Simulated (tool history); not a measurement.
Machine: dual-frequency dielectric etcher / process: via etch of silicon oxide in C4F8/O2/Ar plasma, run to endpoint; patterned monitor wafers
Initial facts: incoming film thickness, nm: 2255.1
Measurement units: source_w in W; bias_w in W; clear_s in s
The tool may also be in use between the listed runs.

| run | hour | source_w | bias_w | clear_s |
|---|---|---|---|---|
| 1 | 0.0 | 1640 | 2368 | 435.92 |
| 2 | 4.5 | 1700 | 2396 | 432.10 |
| 3 | 6.0 | 1700 | 2156 | 440.10 |
| 4 | 6.5 | 1420 | 2156 | 472.77 |
| 5 | 8.7 | 1420 | 2002 | 475.17 |
| 6 | 13.2 | 1540 | 2069 | 463.07 |
| 7 | 21.9 | 1640 | 2124 | 450.23 |

What does the tool deliver on the next run?
| 8 | 27.7 | 1720 | 2173 | ? |

Logged for run 8: clear_s 436.73 s.

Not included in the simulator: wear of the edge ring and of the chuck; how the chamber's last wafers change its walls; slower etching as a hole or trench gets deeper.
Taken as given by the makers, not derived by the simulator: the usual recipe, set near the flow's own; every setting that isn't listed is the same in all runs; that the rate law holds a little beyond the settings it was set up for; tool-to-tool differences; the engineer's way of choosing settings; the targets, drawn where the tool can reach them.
